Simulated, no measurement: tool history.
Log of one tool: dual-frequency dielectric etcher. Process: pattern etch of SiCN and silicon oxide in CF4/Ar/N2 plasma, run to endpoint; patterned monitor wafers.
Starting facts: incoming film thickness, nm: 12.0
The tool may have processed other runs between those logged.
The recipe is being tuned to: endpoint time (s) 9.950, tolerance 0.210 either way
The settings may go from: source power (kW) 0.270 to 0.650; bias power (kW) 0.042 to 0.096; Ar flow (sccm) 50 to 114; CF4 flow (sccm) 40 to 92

run	hour	source power (kW)	bias power (kW)	Ar flow (sccm)	CF4 flow (sccm)	endpoint time (s)
1	0.0	0.460	0.069	82	66	13.834
2	3.6	0.460	0.061	82	66	14.493
3	8.6	0.460	0.061	82	55	14.802
4	13.6	0.510	0.063	81	55	13.149
5	16.0	0.540	0.063	81	55	12.420
6	17.5	0.570	0.063	81	55	11.724
7	23.5	0.590	0.063	81	55	11.262
8	27.2	0.650	0.065	80	55	10.207

Consider the 5 candidate settings below. Which is the only one whose results all fall within their allowed miss of target?
A	30.9	0.620	0.073	83	47	?
B	30.9	0.650	0.071	88	53	?
C	30.9	0.650	0.061	81	51	?
D	30.9	0.610	0.066	74	52	?
E	30.9	0.630	0.066	81	52	?

move	endpoint time (s)
A	10.474
B	10.046
C	10.582
D	10.724
E	10.546
A: its largest miss is bigger than the last run's
B: all results land within tolerance of their targets
C: its largest miss is bigger than the last run's
D: its largest miss is bigger than the last run's
E: its largest miss is bigger than the last run's
Correct choice: B, which meets every target
